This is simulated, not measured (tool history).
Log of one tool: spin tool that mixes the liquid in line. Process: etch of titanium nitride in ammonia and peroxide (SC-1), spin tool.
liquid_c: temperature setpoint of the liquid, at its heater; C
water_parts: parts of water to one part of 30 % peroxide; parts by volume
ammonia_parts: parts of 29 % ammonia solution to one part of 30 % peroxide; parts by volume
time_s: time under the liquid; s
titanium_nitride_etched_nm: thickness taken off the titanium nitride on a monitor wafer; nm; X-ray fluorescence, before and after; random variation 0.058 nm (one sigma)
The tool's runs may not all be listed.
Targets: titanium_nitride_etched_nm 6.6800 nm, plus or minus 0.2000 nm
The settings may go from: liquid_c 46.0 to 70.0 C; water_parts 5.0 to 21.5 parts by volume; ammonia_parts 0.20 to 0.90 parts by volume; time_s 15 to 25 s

run  hour  liquid_c  water_parts  ammonia_parts  time_s  titanium_nitride_etched_nm
  1   0.0      62.0         12.0           0.50      25                      4.7237
  2   3.9      63.0         12.0           0.50      25                      5.0048
  3   7.1      63.0         12.0           0.40      25                      4.8706
  4  15.7      59.5         12.0           0.40      25                      3.8332
  5  24.7      61.5         12.0           0.40      25                      4.3459
  6  31.6      61.5         12.0           0.40      25                      4.3890
     40.3  -- new drum of ammonia solution connected
  7  40.3      69.0         12.0           0.40      25                      7.1931
  8  41.2      68.5         12.0           0.40      25                      7.0472

Pick the move, out of 4, that brings all results within their allowed miss; only one does.
  A  42.1      69.0         15.0           0.50      25                           ?
  B  42.1      68.5         10.5           0.35      25                           ?
  C  42.1      69.0         11.5           0.40      25                           ?
  D  42.1      70.0         13.5           0.40      25                           ?

move  titanium_nitride_etched_nm
   A                      6.7357
   B                      7.4156
   C                      7.4669
   D                      7.2861
A: in spec on every target
B: lands further from the targets than the last run did
C: lands further from the targets than the last run did
D: lands further from the targets than the last run did
The right move is A.
